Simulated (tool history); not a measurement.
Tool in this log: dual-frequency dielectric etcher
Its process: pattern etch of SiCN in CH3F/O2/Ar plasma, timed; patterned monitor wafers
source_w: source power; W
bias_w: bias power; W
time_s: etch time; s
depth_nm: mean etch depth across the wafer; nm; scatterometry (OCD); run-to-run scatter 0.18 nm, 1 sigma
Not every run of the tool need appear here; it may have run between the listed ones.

| run | day | source_w | bias_w | time_s | depth_nm |
|---|---|---|---|---|---|
| 1 | 0 | 300 | 79 | 87.5 | 28.573 |
| 2 | 0.321 | 250 | 79 | 87.5 | 26.334 |
| 3 | 0.571 | 250 | 79 | 87.5 | 26.309 |
| 4 | 0.7 | 300 | 81 | 87.5 | 28.607 |
| 5 | 1.067 | 300 | 81 | 87.5 | 28.665 |
| 6 | 1.438 | 340 | 82 | 87.5 | 30.125 |

What will run 7 give?
| 7 | 1.779 | 370 | 84 | 87.5 | ? |

depth_nm: 31.788 nm
